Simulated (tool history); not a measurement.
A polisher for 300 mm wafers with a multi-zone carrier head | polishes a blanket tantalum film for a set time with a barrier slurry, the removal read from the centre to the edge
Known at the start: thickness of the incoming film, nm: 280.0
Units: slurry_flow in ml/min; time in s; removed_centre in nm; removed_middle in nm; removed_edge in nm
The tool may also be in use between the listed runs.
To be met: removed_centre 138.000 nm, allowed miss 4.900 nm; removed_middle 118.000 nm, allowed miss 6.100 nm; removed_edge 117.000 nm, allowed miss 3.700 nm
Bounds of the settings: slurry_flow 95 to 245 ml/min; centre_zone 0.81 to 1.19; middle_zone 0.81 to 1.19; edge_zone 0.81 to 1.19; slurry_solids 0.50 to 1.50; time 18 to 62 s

{"run": 1, "hour": 0.0, "slurry_flow": 155, "centre_zone": 1.0, "middle_zone": 1.0, "edge_zone": 1.0, "slurry_solids": 1.0, "time": 40, "removed_centre": 83.874, "removed_middle": 84.03, "removed_edge": 81.176}
{"run": 2, "hour": 6.7, "slurry_flow": 170, "centre_zone": 1.05, "middle_zone": 1.01, "edge_zone": 1.04, "slurry_solids": 1.15, "time": 41, "removed_centre": 94.483, "removed_middle": 91.265, "removed_edge": 87.734}
{"run": 3, "hour": 11.3, "slurry_flow": 155, "centre_zone": 1.05, "middle_zone": 1.01, "edge_zone": 1.04, "slurry_solids": 1.15, "time": 41, "removed_centre": 91.872, "removed_middle": 90.075, "removed_edge": 87.318}
{"run": 4, "hour": 18.2, "slurry_flow": 155, "centre_zone": 1.05, "middle_zone": 0.94, "edge_zone": 1.04, "slurry_solids": 1.15, "time": 41, "removed_centre": 91.51, "removed_middle": 81.375, "removed_edge": 87.909}
{"run": 5, "hour": 26.4, "slurry_flow": 170, "centre_zone": 1.09, "middle_zone": 0.96, "edge_zone": 1.06, "slurry_solids": 1.25, "time": 43, "removed_centre": 103.63, "removed_middle": 91.053, "removed_edge": 92.976}
{"run": 6, "hour": 31.6, "slurry_flow": 170, "centre_zone": 1.09, "middle_zone": 0.88, "edge_zone": 1.06, "slurry_solids": 1.25, "time": 43, "removed_centre": 101.61, "removed_middle": 86.54, "removed_edge": 93.83}
{"run": 7, "hour": 39.0, "slurry_flow": 175, "centre_zone": 1.11, "middle_zone": 0.9, "edge_zone": 1.07, "slurry_solids": 1.35, "time": 45, "removed_centre": 113.56, "removed_middle": 93.891, "removed_edge": 100.24}
{"run": 8, "hour": 43.6, "slurry_flow": 180, "centre_zone": 1.11, "middle_zone": 0.92, "edge_zone": 1.08, "slurry_solids": 1.4, "time": 46, "removed_centre": 113.18, "removed_middle": 97.828, "removed_edge": 104.18}
{"run": 9, "hour": 47.6, "slurry_flow": 180, "centre_zone": 1.11, "middle_zone": 0.92, "edge_zone": 1.08, "slurry_solids": 1.4, "time": 46, "removed_centre": 115.3, "removed_middle": 97.464, "removed_edge": 102.51}
{"run": 10, "hour": 53.9, "slurry_flow": 185, "centre_zone": 1.12, "middle_zone": 0.94, "edge_zone": 1.09, "slurry_solids": 1.45, "time": 48, "removed_centre": 123.28, "removed_middle": 103.79, "removed_edge": 110.0}
{"run": 11, "hour": 60.5, "slurry_flow": 190, "centre_zone": 1.13, "middle_zone": 0.96, "edge_zone": 1.09, "slurry_solids": 1.45, "time": 49, "removed_centre": 128.01, "removed_middle": 106.05, "removed_edge": 110.35}
{"run": 12, "hour": 61.1, "slurry_flow": 190, "centre_zone": 1.13, "middle_zone": 0.98, "edge_zone": 1.09, "slurry_solids": 1.45, "time": 50, "removed_centre": 129.48, "removed_middle": 112.36, "removed_edge": 115.69}
{"run": 13, "hour": 66.2, "slurry_flow": 195, "centre_zone": 1.14, "middle_zone": 0.99, "edge_zone": 1.09, "slurry_solids": 1.45, "time": 50, "removed_centre": 132.8, "removed_middle": 114.4, "removed_edge": 116.15}

5 next moves are on the table. One of them brings every result within its allowed miss. Which?
{"run": "A", "hour": 71.3, "slurry_flow": 165, "centre_zone": 1.08, "middle_zone": 0.87, "edge_zone": 1.13, "slurry_solids": 1.5, "time": 51, "removed_centre": "?", "removed_middle": "?", "removed_edge": "?"}
{"run": "B", "hour": 71.3, "slurry_flow": 155, "centre_zone": 1.01, "middle_zone": 0.81, "edge_zone": 1.19, "slurry_solids": 1.5, "time": 55, "removed_centre": "?", "removed_middle": "?", "removed_edge": "?"}
{"run": "C", "hour": 71.3, "slurry_flow": 205, "centre_zone": 1.16, "middle_zone": 1.01, "edge_zone": 1.11, "slurry_solids": 1.4, "time": 51, "removed_centre": "?", "removed_middle": "?", "removed_edge": "?"}
{"run": "D", "hour": 71.3, "slurry_flow": 210, "centre_zone": 1.04, "middle_zone": 1.02, "edge_zone": 1.01, "slurry_solids": 1.5, "time": 56, "removed_centre": "?", "removed_middle": "?", "removed_edge": "?"}
{"run": "E", "hour": 71.3, "slurry_flow": 240, "centre_zone": 1.0, "middle_zone": 0.94, "edge_zone": 0.89, "slurry_solids": 1.1, "time": 55, "removed_centre": "?", "removed_middle": "?", "removed_edge": "?"}

move=A removed_centre=124.650 removed_middle=100.430 removed_edge=115.160
move=B removed_centre=124.300 removed_middle=100.990 removed_edge=125.160
move=C removed_centre=137.520 removed_middle=116.490 removed_edge=116.050
move=D removed_centre=137.950 removed_middle=131.000 removed_edge=125.800
move=E removed_centre=126.230 removed_middle=116.110 removed_edge=115.150
A: further off than the last run
B: further off than the last run
C: meets every target
D: brings the result that was furthest off to its target, and leaves another outside
E: further off than the last run
Answer: C
